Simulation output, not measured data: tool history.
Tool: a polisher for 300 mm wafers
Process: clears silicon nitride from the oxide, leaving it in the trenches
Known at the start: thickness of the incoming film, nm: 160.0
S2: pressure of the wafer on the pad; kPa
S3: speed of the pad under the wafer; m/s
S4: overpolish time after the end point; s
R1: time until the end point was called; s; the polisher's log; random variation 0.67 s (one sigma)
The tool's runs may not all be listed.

{"run": 1, "hour": 0.0, "flow of slurry (ml/min)": 255, "S2": 19.3, "S3": 1.26, "S4": 15, "R1": 114.72}
{"run": 2, "hour": 2.1, "flow of slurry (ml/min)": 255, "S2": 23.4, "S3": 1.26, "S4": 15, "R1": 95.747}
{"run": 3, "hour": 7.9, "flow of slurry (ml/min)": 255, "S2": 23.4, "S3": 1.02, "S4": 15, "R1": 114.07}
{"run": 4, "hour": 13.7, "flow of slurry (ml/min)": 255, "S2": 24.8, "S3": 1.06, "S4": 15, "R1": 106.99}
{"hour": 19.9, "done": "slurry nozzle cleaned"}
{"run": 5, "hour": 19.9, "flow of slurry (ml/min)": 260, "S2": 26.2, "S3": 1.1, "S4": 15, "R1": 97.291}
{"run": 6, "hour": 23.1, "flow of slurry (ml/min)": 260, "S2": 26.9, "S3": 1.14, "S4": 15, "R1": 89.978}
{"run": 7, "hour": 28.0, "flow of slurry (ml/min)": 260, "S2": 27.6, "S3": 1.16, "S4": 15, "R1": 87.32}
{"run": 8, "hour": 33.7, "flow of slurry (ml/min)": 260, "S2": 28.3, "S3": 1.18, "S4": 15, "R1": 83.593}
{"run": 9, "hour": 41.9, "flow of slurry (ml/min)": 260, "S2": 29, "S3": 1.2, "S4": 15, "R1": 80.452}
{"run": 10, "hour": 46.9, "flow of slurry (ml/min)": 260, "S2": 29, "S3": 1.22, "S4": 15, "R1": 78.137}

The next listed run, before its measurement:
{"run": 11, "hour": 54.8, "flow of slurry (ml/min)": 260, "S2": 29.6, "S3": 1.22, "S4": 15, "R1": "?"}

{"run 11": {"R1": 76.667}}

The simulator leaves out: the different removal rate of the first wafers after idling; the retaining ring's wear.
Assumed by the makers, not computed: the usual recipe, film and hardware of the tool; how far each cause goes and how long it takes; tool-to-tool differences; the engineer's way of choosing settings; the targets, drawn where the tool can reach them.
